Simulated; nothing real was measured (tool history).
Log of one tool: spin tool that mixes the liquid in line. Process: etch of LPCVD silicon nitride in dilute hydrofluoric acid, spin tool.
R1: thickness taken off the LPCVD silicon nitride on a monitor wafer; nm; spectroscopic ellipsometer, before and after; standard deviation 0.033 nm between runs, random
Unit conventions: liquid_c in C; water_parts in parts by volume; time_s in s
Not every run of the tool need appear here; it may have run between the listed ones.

{"run": 1, "hour": 0.0, "liquid_c": 24.0, "water_parts": 70, "time_s": 305, "R1": 2.7905}
{"run": 2, "hour": 4.7, "liquid_c": 22.0, "water_parts": 70, "time_s": 305, "R1": 2.5129}
{"run": 3, "hour": 13.3, "liquid_c": 22.0, "water_parts": 45, "time_s": 305, "R1": 3.7048}
{"run": 4, "hour": 15.1, "liquid_c": 22.0, "water_parts": 45, "time_s": 325, "R1": 4.0406}
{"run": 5, "hour": 17.9, "liquid_c": 20.5, "water_parts": 55, "time_s": 325, "R1": 2.9858}
{"run": 6, "hour": 19.6, "liquid_c": 20.5, "water_parts": 65, "time_s": 325, "R1": 2.6625}
{"run": 7, "hour": 27.5, "liquid_c": 19.5, "water_parts": 70, "time_s": 325, "R1": 2.205}

What does the tool deliver on the next run?
{"run": 8, "hour": 31.7, "liquid_c": 19.5, "water_parts": 70, "time_s": 325, "R1": "?"}

R1: 2.2305 nm
